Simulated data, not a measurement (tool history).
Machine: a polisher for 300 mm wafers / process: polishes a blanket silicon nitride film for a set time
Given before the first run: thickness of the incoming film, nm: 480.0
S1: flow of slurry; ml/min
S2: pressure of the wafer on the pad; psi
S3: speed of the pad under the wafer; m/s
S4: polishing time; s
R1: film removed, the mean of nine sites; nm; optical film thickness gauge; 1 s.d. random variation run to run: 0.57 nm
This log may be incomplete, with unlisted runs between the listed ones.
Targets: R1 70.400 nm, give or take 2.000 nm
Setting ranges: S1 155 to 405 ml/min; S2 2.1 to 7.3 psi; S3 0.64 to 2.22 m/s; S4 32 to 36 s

run 1 hour=0.0 | S1=260 S2=4.7 S3=1.42 S4=36 | R1=128.650
run 2 hour=6.7 | S1=260 S2=4.7 S3=1.42 S4=32 | R1=114.430
run 3 hour=12.7 | S1=260 S2=4.3 S3=1.42 S4=32 | R1=107.800
run 4 hour=14.8 | S1=260 S2=4.3 S3=1.68 S4=32 | R1=121.760
run 5 hour=19.4 | S1=260 S2=4.3 S3=1.68 S4=36 | R1=134.830
run 6 hour=25.7 | S1=215 S2=4.3 S3=1.68 S4=36 | R1=133.200
run 7 hour=32.3 | S1=215 S2=4.0 S3=1.62 S4=36 | R1=124.180
run 8 hour=37.7 | S1=215 S2=3.7 S3=1.54 S4=36 | R1=112.760
run 9 hour=45.0 | S1=215 S2=3.5 S3=1.48 S4=36 | R1=106.230
run 10 hour=48.3 | S1=215 S2=3.3 S3=1.42 S4=36 | R1=100.080
run 11 hour=53.3 | S1=215 S2=3.1 S3=1.36 S4=36 | R1=91.691
run 12 hour=58.7 | S1=215 S2=2.9 S3=1.34 S4=36 | R1=87.825
run 13 hour=66.6 | S1=215 S2=2.8 S3=1.32 S4=36 | R1=84.680
run 14 hour=73.9 | S1=215 S2=2.7 S3=1.30 S4=36 | R1=80.780
run 15 hour=80.4 | S1=215 S2=2.6 S3=1.30 S4=36 | R1=80.110
run 16 hour=82.1 | S1=215 S2=2.5 S3=1.30 S4=36 | R1=77.901
run 17 hour=86.7 | S1=220 S2=2.4 S3=1.30 S4=36 | R1=75.038
run 18 hour=91.4 | S1=225 S2=2.4 S3=1.30 S4=36 | R1=76.112
run 19 hour=91.9 | S1=230 S2=2.4 S3=1.30 S4=36 | R1=76.393

Below are 5 possible settings for the next run. Only one of them brings all results inside the allowed miss of their targets. Which is it?
run A hour=92.4 | S1=220 S2=2.9 S3=1.28 S4=36 | R1=?
run B hour=92.4 | S1=240 S2=2.1 S3=1.40 S4=32 | R1=?
run C hour=92.4 | S1=185 S2=2.5 S3=1.46 S4=36 | R1=?
run D hour=92.4 | S1=240 S2=2.5 S3=1.12 S4=36 | R1=?
run E hour=92.4 | S1=155 S2=3.0 S3=1.26 S4=36 | R1=?

move=A R1=83.665
move=B R1=66.748
move=C R1=82.758
move=D R1=70.019
move=E R1=80.554
A: misses by more than the last run did
B: carries the result that was furthest off beyond its target, to the other side
C: misses by more than the last run did
D: each result inside its tolerance
E: misses by more than the last run did
D is the move that brings every result within its allowed miss.
